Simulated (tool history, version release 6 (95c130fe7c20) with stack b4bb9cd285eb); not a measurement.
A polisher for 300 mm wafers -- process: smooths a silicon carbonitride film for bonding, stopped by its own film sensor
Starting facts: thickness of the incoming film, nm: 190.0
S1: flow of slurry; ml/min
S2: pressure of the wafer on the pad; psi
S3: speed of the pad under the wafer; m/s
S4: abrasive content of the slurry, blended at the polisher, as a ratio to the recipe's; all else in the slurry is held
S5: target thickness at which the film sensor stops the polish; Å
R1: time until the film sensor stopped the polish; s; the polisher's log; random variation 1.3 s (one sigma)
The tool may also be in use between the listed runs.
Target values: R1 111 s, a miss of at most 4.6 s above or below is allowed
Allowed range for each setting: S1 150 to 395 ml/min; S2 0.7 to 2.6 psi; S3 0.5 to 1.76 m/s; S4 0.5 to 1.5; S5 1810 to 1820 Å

Run 1, hour 0: S1 250 ml/min, S2 1.6 psi, S3 1.12 m/s, S4 1, S5 1810 Å. Result: R1 47.569 s.
Run 2, hour 7.5: S1 250 ml/min, S2 1.6 psi, S3 1.12 m/s, S4 1, S5 1810 Å. Result: R1 47.388 s.
Run 3, hour 15.4: S1 250 ml/min, S2 1.6 psi, S3 1.22 m/s, S4 1, S5 1810 Å. Result: R1 44.555 s.
Run 4, hour 19.4: S1 250 ml/min, S2 1.6 psi, S3 1.22 m/s, S4 0.8, S5 1810 Å. Result: R1 53.046 s.
Run 5, hour 21.5: S1 280 ml/min, S2 1.6 psi, S3 1.22 m/s, S4 0.8, S5 1810 Å. Result: R1 52.901 s.
Run 6, hour 26.9: S1 280 ml/min, S2 1.4 psi, S3 1.16 m/s, S4 0.8, S5 1810 Å. Result: R1 59.789 s.
Run 7, hour 32.2: S1 280 ml/min, S2 1.3 psi, S3 1.08 m/s, S4 0.8, S5 1810 Å. Result: R1 69.689 s.
Run 8, hour 38.1: S1 280 ml/min, S2 0.8 psi, S3 1.02 m/s, S4 0.8, S5 1810 Å. Result: R1 116.34 s.
Run 9, hour 45.2: S1 285 ml/min, S2 0.8 psi, S3 1.02 m/s, S4 0.8, S5 1810 Å. Result: R1 116.83 s.
Run 10, hour 47.5: S1 285 ml/min, S2 0.9 psi, S3 1.02 m/s, S4 0.8, S5 1810 Å. Result: R1 103.76 s.
Run 11, hour 53.8: S1 280 ml/min, S2 0.9 psi, S3 1.02 m/s, S4 0.8, S5 1810 Å. Result: R1 102.37 s.

Below are 5 possible settings for the next run. Only one of them brings all results inside the allowed miss of their targets. Which is it?
Run A, hour 60.1: S1 285 ml/min, S2 0.8 psi, S3 1 m/s, S4 0.75, S5 1810 Å. Result: R1 ?.
Run B, hour 60.1: S1 220 ml/min, S2 1 psi, S3 1.14 m/s, S4 0.7, S5 1810 Å. Result: R1 ?.
Run C, hour 60.1: S1 285 ml/min, S2 0.9 psi, S3 1.04 m/s, S4 0.75, S5 1810 Å. Result: R1 ?.
Run D, hour 60.1: S1 320 ml/min, S2 0.8 psi, S3 0.88 m/s, S4 0.85, S5 1810 Å. Result: R1 ?.
Run E, hour 60.1: S1 310 ml/min, S2 0.9 psi, S3 0.82 m/s, S4 0.8, S5 1810 Å. Result: R1 ?.

move      R1
   A  127.22
   B  102.37
   C   110.3
   D  124.16
   E  124.38
A: takes the result that was furthest off past its target
B: about the same distance from the targets as the last run
C: each result inside its tolerance
D: takes the result that was furthest off past its target
E: takes the result that was furthest off past its target
Answer: C
